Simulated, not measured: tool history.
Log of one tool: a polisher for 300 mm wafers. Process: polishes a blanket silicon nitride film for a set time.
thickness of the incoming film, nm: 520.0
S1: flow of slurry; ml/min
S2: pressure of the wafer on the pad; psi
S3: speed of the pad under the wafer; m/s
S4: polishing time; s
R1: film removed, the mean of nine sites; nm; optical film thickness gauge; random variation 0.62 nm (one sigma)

{"run": 1, "hour": 0.0, "S1": 175, "S2": 2.9, "S3": 1.14, "S4": 50, "R1": 91.971}
{"run": 2, "hour": 5.4, "S1": 215, "S2": 2.9, "S3": 1.14, "S4": 50, "R1": 96.821}
{"run": 3, "hour": 12.4, "S1": 210, "S2": 2.7, "S3": 1.14, "S4": 50, "R1": 87.371}
{"run": 4, "hour": 15.3, "S1": 210, "S2": 2.6, "S3": 1.14, "S4": 50, "R1": 88.659}
{"run": 5, "hour": 16.9, "S1": 210, "S2": 2.3, "S3": 1.14, "S4": 50, "R1": 77.603}
{"run": 6, "hour": 24.8, "S1": 210, "S2": 2.2, "S3": 1.14, "S4": 50, "R1": 73.914}
{"run": 7, "hour": 27.8, "S1": 210, "S2": 2.1, "S3": 1.14, "S4": 50, "R1": 69.204}
{"run": 8, "hour": 33.9, "S1": 210, "S2": 2.1, "S3": 1.14, "S4": 50, "R1": 70.995}

Run 9 comes next. What will it give?
{"run": 9, "hour": 41.0, "S1": 205, "S2": 2.0, "S3": 1.14, "S4": 50, "R1": "?"}

{"run 9": {"R1": 67.531}}
